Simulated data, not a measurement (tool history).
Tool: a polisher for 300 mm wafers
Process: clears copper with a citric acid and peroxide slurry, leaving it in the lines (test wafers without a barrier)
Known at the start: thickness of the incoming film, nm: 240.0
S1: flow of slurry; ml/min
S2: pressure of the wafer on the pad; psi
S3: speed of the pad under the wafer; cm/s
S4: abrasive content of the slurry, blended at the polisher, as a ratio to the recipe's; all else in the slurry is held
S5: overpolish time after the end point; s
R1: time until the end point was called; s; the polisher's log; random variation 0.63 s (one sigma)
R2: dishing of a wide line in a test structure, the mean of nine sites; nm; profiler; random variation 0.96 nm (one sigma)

run,day,S1,S2,S3,S4,S5,R1,R2
1,0,250,2.1,130,1,16,115.04,24.088
2,0.029,250,2.1,130,1,10,116.63,15.05
3,0.258,250,2.2,130,1,12,110.69,19.472
4,0.579,250,2.3,130,1,13,107.84,21.995
5,0.925,250,2.3,112,1,13,120.64,19.735
6,1.192,250,2.4,114,1,14,115.07,22.444
7,1.292,250,2.5,116,1,14,107.2,22.839
8,1.417,250,2.6,116,1,15,105.75,25.676
# day 1.521: worn pad replaced by a new one
9,1.521,250,2.7,118,1,16,93.447,29.184
10,1.717,250,2.8,118,1,17,91.559,32.543

Run 11 comes next. What will it give?
11,2.083,250,2.9,118,1,17,?,?

Run 11 gave R1 89.235 s, R2 32.248 nm.

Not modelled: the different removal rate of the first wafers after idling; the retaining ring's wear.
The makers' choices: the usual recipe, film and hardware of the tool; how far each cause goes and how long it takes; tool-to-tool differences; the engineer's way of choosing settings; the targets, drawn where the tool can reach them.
